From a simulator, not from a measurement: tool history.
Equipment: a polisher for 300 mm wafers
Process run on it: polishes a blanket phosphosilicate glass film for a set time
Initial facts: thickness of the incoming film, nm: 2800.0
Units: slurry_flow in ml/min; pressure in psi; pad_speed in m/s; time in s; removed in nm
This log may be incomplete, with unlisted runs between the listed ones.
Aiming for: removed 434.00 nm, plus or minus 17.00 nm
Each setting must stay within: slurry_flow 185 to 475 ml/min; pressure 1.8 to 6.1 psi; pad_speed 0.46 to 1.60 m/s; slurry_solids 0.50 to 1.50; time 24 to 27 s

run	hour	slurry_flow	pressure	pad_speed	slurry_solids	time	removed
1	0.0	305	3.9	1.02	1.00	27	337.48
2	4.8	305	3.9	1.02	1.10	27	345.34
3	6.7	305	3.9	1.02	0.95	27	330.78
4	15.7	305	4.2	1.02	0.95	27	347.63
5	16.8	305	4.5	1.02	0.95	27	367.72
6	25.0	305	4.5	1.02	1.05	27	380.64
7	33.9	305	4.7	1.02	1.05	27	394.13
8	41.4	305	4.8	1.02	1.05	27	393.84

Below are 4 possible settings for the next run. Only one of them brings all results inside the allowed miss of their targets. Which is it?
A	48.9	310	5.1	1.10	0.95	27	?
B	48.9	270	5.5	1.16	1.00	27	?
C	48.9	270	5.1	1.08	0.80	25	?
D	48.9	295	5.4	1.14	1.00	27	?

move	removed
A	439.46
B	489.03
C	368.25
D	479.95
A: every result within its allowed miss
B: carries the result that was furthest off beyond its target, to the other side
C: misses by more than the last run did
D: carries the result that was furthest off beyond its target, to the other side
The move that meets every target is A.
